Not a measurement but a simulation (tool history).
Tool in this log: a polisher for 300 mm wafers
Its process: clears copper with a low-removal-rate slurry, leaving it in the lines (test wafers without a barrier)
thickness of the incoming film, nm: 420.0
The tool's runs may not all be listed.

| run | hour | flow of slurry (ml/min) | pressure of the wafer on the pad (kPa) | speed of the pad under the wafer (m/s) | abrasive content of the slurry | overpolish time after the end point (s) | time until the end point was called (s) | dishing of a wide line in a test structure (Å) |
|---|---|---|---|---|---|---|---|---|
| 1 | 0 | 165 | 19.3 | 1.02 | 1 | 14 | 159.73 | 260.33 |
| 2 | 0.7 | 160 | 17.9 | 1.02 | 1 | 15 | 174.33 | 263.31 |
| 3 | 7.6 | 160 | 20 | 1.02 | 1 | 15 | 157.86 | 285.5 |
| 4 | 16.3 | 160 | 20 | 0.8 | 1 | 15 | 202.08 | 227.2 |
| 5 | 21.6 | 160 | 20 | 0.7 | 1 | 15 | 226.88 | 206.3 |
| 6 | 26.8 | 160 | 20 | 0.7 | 1 | 12 | 229.07 | 170.57 |
| 7 | 28.6 | 155 | 20 | 0.7 | 1 | 14 | 229.99 | 193.02 |
| 8 | 37.6 | 145 | 20 | 0.7 | 1 | 15 | 231.43 | 204.57 |
| 9 | 45 | 140 | 20 | 0.7 | 1 | 16 | 234.43 | 209.79 |
| 10 | 48.4 | 140 | 20 | 0.7 | 1 | 17 | 235 | 223.55 |

The next listed run, before its measurement:
| 11 | 56.7 | 140 | 20 | 0.7 | 1 | 18 | ? | ? |

For run 11 the tool returned time until the end point was called (s) 237.08, dishing of a wide line in a test structure (Å) 238.79.

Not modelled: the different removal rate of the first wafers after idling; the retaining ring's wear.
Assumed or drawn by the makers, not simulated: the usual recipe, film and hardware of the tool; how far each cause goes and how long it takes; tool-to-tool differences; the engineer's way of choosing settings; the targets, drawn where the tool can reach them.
